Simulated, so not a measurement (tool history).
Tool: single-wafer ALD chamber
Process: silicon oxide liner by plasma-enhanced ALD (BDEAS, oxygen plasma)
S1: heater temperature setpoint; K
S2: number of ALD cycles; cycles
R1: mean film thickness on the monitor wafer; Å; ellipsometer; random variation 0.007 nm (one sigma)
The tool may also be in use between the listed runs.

run,hour,S1,S2,R1
1,0,588.15,42,34.031
2,6.7,596.15,42,33.755
3,8.2,601.15,37,29.594
4,10.8,601.15,33,26.465
5,16.6,609.15,33,26.229
6,22.1,609.15,37,29.15
7,23.5,609.15,35,27.746
8,24.9,609.15,33,26.139

The next listed run, before its measurement:
9,27.5,609.15,32,?

Run 9 gave R1 25.316 Å.
